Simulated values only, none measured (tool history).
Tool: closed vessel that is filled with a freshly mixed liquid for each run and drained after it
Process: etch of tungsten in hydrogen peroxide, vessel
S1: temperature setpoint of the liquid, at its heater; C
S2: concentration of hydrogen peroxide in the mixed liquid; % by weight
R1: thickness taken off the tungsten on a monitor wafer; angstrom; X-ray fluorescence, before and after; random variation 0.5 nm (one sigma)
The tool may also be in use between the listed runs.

run 1 hour=0 | S1=43 S2=17 time_in_the_liquid_(s)=30 | R1=460.83
run 2 hour=7.1 | S1=43 S2=17 time_in_the_liquid_(s)=30 | R1=459.05
run 3 hour=14.7 | S1=47 S2=17 time_in_the_liquid_(s)=30 | R1=596.16
run 4 hour=23.7 | S1=47 S2=15 time_in_the_liquid_(s)=30 | R1=560.42
run 5 hour=25.8 | S1=50.5 S2=15 time_in_the_liquid_(s)=30 | R1=695.9
run 6 hour=28.4 | S1=46 S2=15 time_in_the_liquid_(s)=30 | R1=524.78
run 7 hour=31.2 | S1=47.5 S2=15 time_in_the_liquid_(s)=30 | R1=571.58
run 8 hour=32.1 | S1=49 S2=15 time_in_the_liquid_(s)=30 | R1=630.08
run 9 hour=32.8 | S1=50 S2=15 time_in_the_liquid_(s)=30 | R1=678.57

The next listed run, before its measurement:
run 10 hour=33.9 | S1=51 S2=15 time_in_the_liquid_(s)=30 | R1=?

Run 10 gave R1 713.82 angstrom.
